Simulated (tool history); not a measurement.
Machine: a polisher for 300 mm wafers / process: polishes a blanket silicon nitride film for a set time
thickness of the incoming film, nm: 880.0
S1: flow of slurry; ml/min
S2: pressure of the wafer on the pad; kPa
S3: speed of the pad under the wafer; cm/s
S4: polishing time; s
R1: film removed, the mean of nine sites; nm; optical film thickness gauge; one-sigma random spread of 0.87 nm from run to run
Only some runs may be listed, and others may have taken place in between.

run,hour,S1,S2,S3,S4,R1
1,0.0,200,17.9,134,101,141.63
2,1.3,195,17.2,134,101,135.56
3,5.2,195,17.2,122,101,129.39
4,14.2,155,17.2,122,101,126.41
5,16.5,155,21.4,122,101,153.35
6,22.5,155,20.0,122,101,145.29
7,26.5,155,18.6,122,101,134.75
8,28.8,155,17.9,122,101,129.96

Run 9 is up next; what results do you expect?
9,32.3,155,17.2,122,101,?

{"run 9": {"R1": 126.03}}
